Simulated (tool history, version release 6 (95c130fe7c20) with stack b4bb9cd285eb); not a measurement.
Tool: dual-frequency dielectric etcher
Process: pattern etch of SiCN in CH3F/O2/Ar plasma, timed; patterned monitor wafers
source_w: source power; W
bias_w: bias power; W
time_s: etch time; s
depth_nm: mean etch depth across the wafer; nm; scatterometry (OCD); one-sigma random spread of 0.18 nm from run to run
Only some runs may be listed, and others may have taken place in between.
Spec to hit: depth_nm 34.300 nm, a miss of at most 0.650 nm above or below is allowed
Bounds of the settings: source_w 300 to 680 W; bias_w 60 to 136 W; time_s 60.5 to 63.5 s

| run | day | source_w | bias_w | time_s | depth_nm |
|---|---|---|---|---|---|
| 1 | 0.000 | 490 | 98 | 60.5 | 30.788 |
| 2 | 0.142 | 490 | 98 | 60.5 | 31.010 |
| 3 | 0.167 | 490 | 98 | 60.5 | 30.914 |
| 4 | 0.504 | 430 | 98 | 60.5 | 28.939 |
| 5 | 0.575 | 480 | 99 | 60.5 | 30.743 |
| 6 | 0.875 | 480 | 99 | 60.5 | 30.640 |
| 7 | 0.929 | 510 | 100 | 60.5 | 32.018 |
| 8 | 1.250 | 530 | 100 | 60.5 | 32.473 |
| 9 | 1.467 | 550 | 100 | 60.5 | 32.647 |
| 10 | 1.612 | 570 | 101 | 60.5 | 33.622 |

Pick the move, out of 5, that brings all results within their allowed miss; only one does.
| A | 1.758 | 470 | 110 | 61.5 | ? |
| B | 1.758 | 610 | 99 | 60.5 | ? |
| C | 1.758 | 530 | 106 | 61.0 | ? |
| D | 1.758 | 520 | 103 | 60.5 | ? |
| E | 1.758 | 520 | 106 | 60.5 | ? |

| move | depth_nm |
|---|---|
| A | 32.069 |
| B | 34.350 |
| C | 33.241 |
| D | 32.337 |
| E | 32.673 |
A: lands further from the targets than the last run did
B: each result inside its tolerance
C: lands further from the targets than the last run did
D: lands further from the targets than the last run did
E: lands further from the targets than the last run did
So the answer is move B, the one that meets all the targets.
